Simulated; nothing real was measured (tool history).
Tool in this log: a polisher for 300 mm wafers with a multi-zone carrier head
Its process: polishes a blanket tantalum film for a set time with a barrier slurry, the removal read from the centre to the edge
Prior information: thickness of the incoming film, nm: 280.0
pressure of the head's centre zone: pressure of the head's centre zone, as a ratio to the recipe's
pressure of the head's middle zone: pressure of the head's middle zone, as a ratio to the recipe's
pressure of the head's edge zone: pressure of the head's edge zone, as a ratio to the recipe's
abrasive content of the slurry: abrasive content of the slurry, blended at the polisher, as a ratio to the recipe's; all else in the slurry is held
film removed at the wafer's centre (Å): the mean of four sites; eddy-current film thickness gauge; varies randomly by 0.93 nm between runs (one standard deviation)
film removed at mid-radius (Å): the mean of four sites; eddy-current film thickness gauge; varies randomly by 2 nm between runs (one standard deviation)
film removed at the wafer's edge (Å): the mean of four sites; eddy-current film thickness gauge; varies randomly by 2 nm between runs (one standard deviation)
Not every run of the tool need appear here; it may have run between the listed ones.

run,hour,flow of slurry (ml/min),pressure of the head's centre zone,pressure of the head's middle zone,pressure of the head's edge zone,abrasive content of the slurry,polishing time (s),film removed at the wafer's centre (Å),film removed at mid-radius (Å),film removed at the wafer's edge (Å)
1,0.0,315,1.00,1.00,1.00,1.00,67,982.98,984.73,958.43
2,1.8,315,1.00,0.96,1.00,1.00,67,974.08,943.74,936.51
3,2.4,315,1.00,0.96,1.00,1.00,75,1105.50,1046.00,1054.70
4,2.9,370,1.00,0.96,1.00,1.00,75,1112.30,1071.20,1086.20
5,11.5,370,1.00,0.96,1.00,1.10,75,1138.00,1104.70,1078.00
6,15.4,370,1.00,0.96,1.00,1.30,75,1194.80,1125.60,1149.90
7,21.3,375,1.01,1.00,1.02,1.35,75,1223.30,1173.20,1200.10
8,25.1,380,1.02,1.03,1.02,1.40,75,1234.30,1259.00,1202.30
9,26.0,380,1.03,1.04,1.04,1.40,75,1255.30,1285.00,1191.20
10,31.2,380,1.02,1.04,1.04,1.40,76,1249.70,1247.30,1199.40
11,32.2,380,1.01,1.05,1.04,1.40,77,1260.60,1290.00,1187.80
12,39.2,395,1.00,1.05,1.04,1.40,78,1270.70,1305.10,1209.00
13,41.7,395,1.00,1.05,1.04,1.40,78,1268.60,1287.20,1261.60

Run 14, settings as shown, results not yet in. Your forecast:
# hour 42.5: edge zone pressure recalibrated
14,42.5,400,1.00,1.06,1.04,1.40,78,?,?,?

film removed at the wafer's centre (Å): 1250.80
film removed at mid-radius (Å): 1313.60
film removed at the wafer's edge (Å): 1280.00

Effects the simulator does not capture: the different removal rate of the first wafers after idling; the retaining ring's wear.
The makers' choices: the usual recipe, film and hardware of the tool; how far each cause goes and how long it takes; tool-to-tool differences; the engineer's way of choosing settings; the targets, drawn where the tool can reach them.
